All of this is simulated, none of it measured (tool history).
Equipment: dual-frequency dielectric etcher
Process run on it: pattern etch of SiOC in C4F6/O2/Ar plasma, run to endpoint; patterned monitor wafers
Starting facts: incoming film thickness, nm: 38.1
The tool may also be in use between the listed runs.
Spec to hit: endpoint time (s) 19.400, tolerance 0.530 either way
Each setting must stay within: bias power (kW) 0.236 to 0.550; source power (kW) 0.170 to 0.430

run  hour  bias power (kW)  source power (kW)  endpoint time (s)
  1   0.0            0.393              0.300             15.983
  2   3.8            0.429              0.300             15.615
  3   5.6            0.429              0.350             14.510
  4  11.5            0.399              0.330             15.191
  5  17.0            0.377              0.310             15.961
  6  23.0            0.377              0.360             14.703
  7  30.5            0.357              0.330             15.624
  8  38.5            0.340              0.310             16.255
  9  45.8            0.326              0.290             17.074
 10  47.3            0.314              0.280             17.619
 11  50.2            0.304              0.270             18.006
 12  51.5            0.295              0.270             18.119
 13  53.4            0.287              0.270             18.233
 14  54.7            0.280              0.270             18.409
 15  55.9            0.274              0.270             18.376
 16  64.2            0.236              0.240             20.394

Exactly one of the 5 candidate moves below puts every result within its allowed miss. Which one?
  A  72.5            0.236              0.210                  ?
  B  72.5            0.315              0.210                  ?
  C  72.5            0.236              0.230                  ?
  D  72.5            0.245              0.210                  ?
  E  72.5            0.294              0.240                  ?

move  endpoint time (s)
   A             22.369
   B             21.064
   C             21.017
   D             22.207
   E             19.556
A: the biggest miss grows against the last run
B: the biggest miss grows against the last run
C: the biggest miss grows against the last run
D: the biggest miss grows against the last run
E: hits every target within its allowed miss
Move E is the one to make.
